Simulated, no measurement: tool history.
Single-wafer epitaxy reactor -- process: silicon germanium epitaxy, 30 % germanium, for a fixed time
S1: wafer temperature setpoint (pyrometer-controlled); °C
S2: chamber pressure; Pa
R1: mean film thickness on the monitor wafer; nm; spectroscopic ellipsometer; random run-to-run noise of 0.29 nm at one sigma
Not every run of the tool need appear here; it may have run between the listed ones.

| run | hour | S1 | S2 | R1 |
|---|---|---|---|---|
| 1 | 0.0 | 600 | 2946 | 62.198 |
| 2 | 1.4 | 600 | 3213 | 64.097 |
| 3 | 2.4 | 600 | 2813 | 61.206 |
| 4 | 10.3 | 602 | 2813 | 63.517 |
| 5 | 18.3 | 602 | 2466 | 61.491 |
| 6 | 21.4 | 602 | 2986 | 64.489 |

Predict the results of run 7:
| 7 | 22.4 | 602 | 2986 | ? |

R1: 65.016 nm
